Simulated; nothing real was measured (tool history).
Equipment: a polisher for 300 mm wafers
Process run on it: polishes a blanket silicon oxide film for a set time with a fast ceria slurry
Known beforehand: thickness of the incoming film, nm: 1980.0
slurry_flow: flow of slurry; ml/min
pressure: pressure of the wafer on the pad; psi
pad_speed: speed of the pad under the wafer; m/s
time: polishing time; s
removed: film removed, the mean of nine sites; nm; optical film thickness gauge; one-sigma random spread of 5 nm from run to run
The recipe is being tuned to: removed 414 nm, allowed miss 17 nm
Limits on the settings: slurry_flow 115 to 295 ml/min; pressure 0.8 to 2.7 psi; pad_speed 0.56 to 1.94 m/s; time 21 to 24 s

run 1 hour=0 | slurry_flow=190 pressure=1.7 pad_speed=1.24 time=24 | removed=258.23
run 2 hour=3.3 | slurry_flow=215 pressure=1.7 pad_speed=1.24 time=24 | removed=264.87
run 3 hour=5.5 | slurry_flow=215 pressure=1.8 pad_speed=1.24 time=24 | removed=278.32
run 4 hour=12.1 | slurry_flow=215 pressure=1.8 pad_speed=1.24 time=24 | removed=276.65
run 5 hour=21 | slurry_flow=215 pressure=1.9 pad_speed=1.24 time=24 | removed=293.18
run 6 hour=26.9 | slurry_flow=215 pressure=1.7 pad_speed=1.24 time=24 | removed=261.11
run 7 hour=29.8 | slurry_flow=215 pressure=1.8 pad_speed=1.24 time=24 | removed=286.35
run 8 hour=38.3 | slurry_flow=220 pressure=1.9 pad_speed=1.24 time=24 | removed=293.55
run 9 hour=44.9 | slurry_flow=220 pressure=2 pad_speed=1.24 time=24 | removed=309.75
run 10 hour=51.4 | slurry_flow=220 pressure=2.1 pad_speed=1.24 time=24 | removed=323.13
run 11 hour=59.2 | slurry_flow=220 pressure=2.2 pad_speed=1.24 time=24 | removed=338.87
run 12 hour=60.6 | slurry_flow=225 pressure=2.4 pad_speed=1.26 time=24 | removed=373.99
run 13 hour=63.3 | slurry_flow=230 pressure=2.5 pad_speed=1.26 time=24 | removed=392.8

Below are 5 possible settings for the next run. Only one of them brings all results inside the allowed miss of their targets. Which is it?
run A hour=66 | slurry_flow=215 pressure=2.4 pad_speed=1.46 time=21 | removed=?
run B hour=66 | slurry_flow=255 pressure=2.2 pad_speed=1.34 time=24 | removed=?
run C hour=66 | slurry_flow=240 pressure=2.5 pad_speed=1.48 time=24 | removed=?
run D hour=66 | slurry_flow=240 pressure=2.6 pad_speed=1.32 time=21 | removed=?
run E hour=66 | slurry_flow=225 pressure=2.7 pad_speed=1.22 time=24 | removed=?

move=A removed=370.1
move=B removed=364
move=C removed=451.54
move=D removed=367.31
move=E removed=400.73
A: the biggest miss grows against the last run
B: the biggest miss grows against the last run
C: carries the result that was furthest off beyond its target, to the other side
D: the biggest miss grows against the last run
E: all results land within tolerance of their targets
Answer: E
